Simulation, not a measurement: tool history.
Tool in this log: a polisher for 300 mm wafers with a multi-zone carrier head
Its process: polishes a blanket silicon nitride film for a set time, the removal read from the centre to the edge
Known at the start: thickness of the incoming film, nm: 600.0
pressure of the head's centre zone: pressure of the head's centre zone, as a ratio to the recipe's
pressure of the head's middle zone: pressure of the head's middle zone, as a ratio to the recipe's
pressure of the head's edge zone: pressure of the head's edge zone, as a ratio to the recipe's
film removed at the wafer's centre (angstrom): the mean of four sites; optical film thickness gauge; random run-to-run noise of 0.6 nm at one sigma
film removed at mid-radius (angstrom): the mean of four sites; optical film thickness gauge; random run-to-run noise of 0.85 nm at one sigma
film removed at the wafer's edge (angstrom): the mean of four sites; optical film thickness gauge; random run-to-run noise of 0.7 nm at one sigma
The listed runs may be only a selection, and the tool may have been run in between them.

run,hour,flow of slurry (ml/min),pressure of the head's centre zone,pressure of the head's middle zone,pressure of the head's edge zone,polishing time (s),film removed at the wafer's centre (angstrom),film removed at mid-radius (angstrom),film removed at the wafer's edge (angstrom)
1,0.0,165,1.00,1.00,1.00,31,450.51,468.45,455.50
2,9.0,165,1.00,1.00,1.00,35,517.51,518.91,517.95
3,14.0,165,0.97,1.00,1.00,35,509.20,526.50,527.29
4,16.3,165,0.97,1.00,1.00,39,558.01,581.75,580.17
5,18.5,165,0.97,1.00,0.97,39,556.34,576.99,572.29
6,22.8,205,0.97,1.00,0.97,39,570.75,597.45,576.02
7,23.6,200,1.00,0.97,1.01,40,601.50,587.00,606.87
8,28.6,200,1.03,0.96,1.04,41,639.14,622.22,616.05

Run 9, settings as shown, results not yet in. Your forecast:
9,29.4,230,0.99,0.86,0.94,46,?,?,?

Run 9 gave film removed at the wafer's centre (angstrom) 704.20, film removed at mid-radius (angstrom) 633.23, film removed at the wafer's edge (angstrom) 677.44.
